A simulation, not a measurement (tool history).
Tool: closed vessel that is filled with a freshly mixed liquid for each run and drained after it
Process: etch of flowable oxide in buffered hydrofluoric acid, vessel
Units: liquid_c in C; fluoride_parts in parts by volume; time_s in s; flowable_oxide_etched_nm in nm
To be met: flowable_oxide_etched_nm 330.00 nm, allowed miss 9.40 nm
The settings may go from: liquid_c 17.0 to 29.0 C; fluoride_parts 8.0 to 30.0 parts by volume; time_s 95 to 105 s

| run | hour | liquid_c | fluoride_parts | time_s | flowable_oxide_etched_nm |
|---|---|---|---|---|---|
| 1 | 0.0 | 21.0 | 21.5 | 95 | 135.98 |
| 2 | 4.7 | 23.0 | 18.5 | 95 | 170.70 |
| 3 | 6.1 | 23.0 | 18.5 | 95 | 169.78 |
| 4 | 11.7 | 23.0 | 16.0 | 95 | 199.06 |
| 5 | 16.9 | 20.0 | 16.0 | 95 | 167.33 |
| 6 | 21.6 | 22.0 | 15.0 | 95 | 201.91 |
| 7 | 22.8 | 23.5 | 14.5 | 95 | 224.61 |
| 8 | 30.4 | 25.0 | 14.0 | 95 | 250.74 |
| 9 | 31.7 | 26.0 | 14.0 | 95 | 265.38 |

Which of these 5 next moves meets every target?
| A | 33.0 | 27.5 | 14.0 | 100 | ? |
| B | 33.0 | 25.0 | 11.0 | 105 | ? |
| C | 33.0 | 28.0 | 14.0 | 105 | ? |
| D | 33.0 | 27.0 | 16.5 | 100 | ? |
| E | 33.0 | 26.5 | 13.0 | 95 | ? |

| move | flowable_oxide_etched_nm |
|---|---|
| A | 307.05 |
| B | 356.78 |
| C | 331.12 |
| D | 254.42 |
| E | 297.31 |
A: nearer than the last run, and not there yet
B: takes the result that was furthest off past its target
C: meets every target
D: further off than the last run
E: nearer than the last run, and not there yet
Move C is the one to make.
